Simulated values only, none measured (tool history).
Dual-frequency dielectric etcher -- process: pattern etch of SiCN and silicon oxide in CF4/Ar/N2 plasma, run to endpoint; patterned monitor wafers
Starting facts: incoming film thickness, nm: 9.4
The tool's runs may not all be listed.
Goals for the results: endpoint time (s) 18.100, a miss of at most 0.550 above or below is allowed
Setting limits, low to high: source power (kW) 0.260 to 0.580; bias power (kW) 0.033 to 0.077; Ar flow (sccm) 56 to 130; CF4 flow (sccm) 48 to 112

run,day,source power (kW),bias power (kW),Ar flow (sccm),CF4 flow (sccm),endpoint time (s)
1,0.000,0.420,0.055,93,80,12.476
2,0.317,0.420,0.055,93,66,12.736
3,0.371,0.390,0.054,94,66,13.881
4,0.621,0.390,0.054,94,74,13.492
5,0.971,0.370,0.053,95,74,14.293
6,1.321,0.370,0.044,95,74,14.685
# day 1.383: source power generator calibrated
7,1.383,0.350,0.044,95,74,15.962
8,1.679,0.340,0.044,95,74,16.371
9,1.850,0.330,0.044,95,74,17.005

Exercise: of the 5 proposed moves below, exactly one satisfies all targets within the stated allowed misses. Which move is it?
A,2.021,0.340,0.033,93,77,?
B,2.021,0.410,0.039,103,57,?
C,2.021,0.320,0.051,94,55,?
D,2.021,0.330,0.047,100,80,?
E,2.021,0.300,0.045,103,69,?

move,endpoint time (s)
A,16.965
B,15.477
C,18.219
D,16.628
E,19.019
A: as far off as the last run
B: its largest miss is bigger than the last run's
C: meets every target
D: its largest miss is bigger than the last run's
E: moves the result that the last run missed by most past its target, out the other side
Go with C: it meets all targets.

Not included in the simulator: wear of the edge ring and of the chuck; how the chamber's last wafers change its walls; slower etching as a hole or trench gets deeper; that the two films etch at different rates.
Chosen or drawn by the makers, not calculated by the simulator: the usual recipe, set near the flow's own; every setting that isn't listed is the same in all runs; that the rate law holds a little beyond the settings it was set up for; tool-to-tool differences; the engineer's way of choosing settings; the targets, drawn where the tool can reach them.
